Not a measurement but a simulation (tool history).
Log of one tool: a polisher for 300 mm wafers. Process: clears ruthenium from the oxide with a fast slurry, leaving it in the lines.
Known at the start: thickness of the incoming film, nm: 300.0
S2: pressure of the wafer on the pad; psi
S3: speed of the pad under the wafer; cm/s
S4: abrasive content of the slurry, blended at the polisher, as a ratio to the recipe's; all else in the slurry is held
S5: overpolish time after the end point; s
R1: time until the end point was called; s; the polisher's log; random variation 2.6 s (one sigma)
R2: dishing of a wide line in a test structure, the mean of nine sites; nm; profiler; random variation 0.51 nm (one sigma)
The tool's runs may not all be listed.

run 1 hour=0 | flow_of_slurry_(ml/min)=175 S2=2.9 S3=78 S4=1 S5=24 | R1=114.28 R2=32.75
run 2 hour=4.2 | flow_of_slurry_(ml/min)=175 S2=2.9 S3=78 S4=1 S5=16 | R1=112.31 R2=26.017
run 3 hour=6 | flow_of_slurry_(ml/min)=175 S2=2.7 S3=78 S4=1 S5=17 | R1=118.3 R2=27.231
run 4 hour=8.2 | flow_of_slurry_(ml/min)=175 S2=2.7 S3=90 S4=1 S5=17 | R1=104.7 R2=29.051
run 5 hour=14.5 | flow_of_slurry_(ml/min)=175 S2=2.5 S3=90 S4=1 S5=17 | R1=112.92 R2=28.228
run 6 hour=20.2 | flow_of_slurry_(ml/min)=145 S2=2.5 S3=90 S4=1 S5=17 | R1=114.85 R2=28.518
run 7 hour=29.2 | flow_of_slurry_(ml/min)=145 S2=2.4 S3=90 S4=1 S5=17 | R1=115.27 R2=25.922
run 8 hour=33.9 | flow_of_slurry_(ml/min)=145 S2=2.2 S3=90 S4=1 S5=18 | R1=125.17 R2=27.052

Run 9 comes next. What will it give?
run 9 hour=40 | flow_of_slurry_(ml/min)=145 S2=2.1 S3=90 S4=1 S5=18 | R1=? R2=?

{"run 9": {"R1": 130.17, "R2": 26.817}}

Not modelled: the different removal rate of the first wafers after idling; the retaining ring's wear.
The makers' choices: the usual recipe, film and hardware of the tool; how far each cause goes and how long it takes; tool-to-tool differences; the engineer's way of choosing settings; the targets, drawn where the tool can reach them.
